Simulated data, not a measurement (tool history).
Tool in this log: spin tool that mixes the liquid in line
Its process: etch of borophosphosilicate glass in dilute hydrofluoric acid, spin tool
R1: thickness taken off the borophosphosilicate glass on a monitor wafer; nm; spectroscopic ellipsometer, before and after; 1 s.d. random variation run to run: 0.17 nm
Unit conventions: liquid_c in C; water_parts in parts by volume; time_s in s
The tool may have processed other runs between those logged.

run 1 hour=0 | liquid_c=24 water_parts=160 time_s=55 | R1=23.019
run 2 hour=4 | liquid_c=25.5 water_parts=160 time_s=55 | R1=24.16
run 3 hour=4.5 | liquid_c=27 water_parts=160 time_s=55 | R1=25.926
run 4 hour=10.2 | liquid_c=27 water_parts=110 time_s=55 | R1=40.037
run 5 hour=13.3 | liquid_c=27 water_parts=85 time_s=55 | R1=53.112
run 6 hour=22.1 | liquid_c=30.5 water_parts=85 time_s=55 | R1=60.375
run 7 hour=25.3 | liquid_c=26.5 water_parts=90 time_s=55 | R1=49.023
run 8 hour=30.5 | liquid_c=23.5 water_parts=95 time_s=55 | R1=40.628
run 9 hour=34.1 | liquid_c=21.5 water_parts=100 time_s=55 | R1=35.521
run 10 hour=39.8 | liquid_c=21.5 water_parts=100 time_s=55 | R1=35.585
run 11 hour=46 | liquid_c=17.5 water_parts=110 time_s=55 | R1=27.074

Run 12 comes next. What will it give?
run 12 hour=49.2 | liquid_c=18 water_parts=110 time_s=55 | R1=?

{"run 12": {"R1": 27.782}}
